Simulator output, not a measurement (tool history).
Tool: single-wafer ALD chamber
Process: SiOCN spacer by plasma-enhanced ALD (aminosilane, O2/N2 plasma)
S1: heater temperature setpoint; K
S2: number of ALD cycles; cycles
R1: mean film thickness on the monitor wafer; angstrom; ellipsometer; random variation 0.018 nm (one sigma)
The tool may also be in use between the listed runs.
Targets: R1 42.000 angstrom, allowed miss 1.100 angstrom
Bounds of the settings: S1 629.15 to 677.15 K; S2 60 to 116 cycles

run 1 hour=0.0 | S1=653.15 S2=88 | R1=57.246
run 2 hour=6.1 | S1=663.15 S2=88 | R1=56.641
run 3 hour=7.3 | S1=663.15 S2=84 | R1=54.449
run 4 hour=11.4 | S1=669.15 S2=84 | R1=54.219
run 5 hour=17.6 | S1=669.15 S2=80 | R1=51.799
run 6 hour=20.0 | S1=677.15 S2=80 | R1=51.514
run 7 hour=21.0 | S1=677.15 S2=77 | R1=49.727
run 8 hour=24.8 | S1=677.15 S2=75 | R1=47.999
run 9 hour=27.3 | S1=677.15 S2=73 | R1=47.181
run 10 hour=34.5 | S1=677.15 S2=71 | R1=45.503
run 11 hour=38.5 | S1=677.15 S2=70 | R1=45.211
run 12 hour=41.7 | S1=677.15 S2=62 | R1=40.019
run 13 hour=48.9 | S1=677.15 S2=63 | R1=40.764

Which of these 5 next moves meets every target?
run A hour=56.1 | S1=677.15 S2=60 | R1=?
run B hour=56.1 | S1=676.15 S2=62 | R1=?
run C hour=56.1 | S1=677.15 S2=61 | R1=?
run D hour=56.1 | S1=677.15 S2=65 | R1=?
run E hour=56.1 | S1=674.15 S2=60 | R1=?

move=A R1=38.632
move=B R1=40.025
move=C R1=39.275
move=D R1=41.851
move=E R1=38.762
A: further off than the last run
B: further off than the last run
C: further off than the last run
D: meets every target
E: further off than the last run
Move D is the one to make.

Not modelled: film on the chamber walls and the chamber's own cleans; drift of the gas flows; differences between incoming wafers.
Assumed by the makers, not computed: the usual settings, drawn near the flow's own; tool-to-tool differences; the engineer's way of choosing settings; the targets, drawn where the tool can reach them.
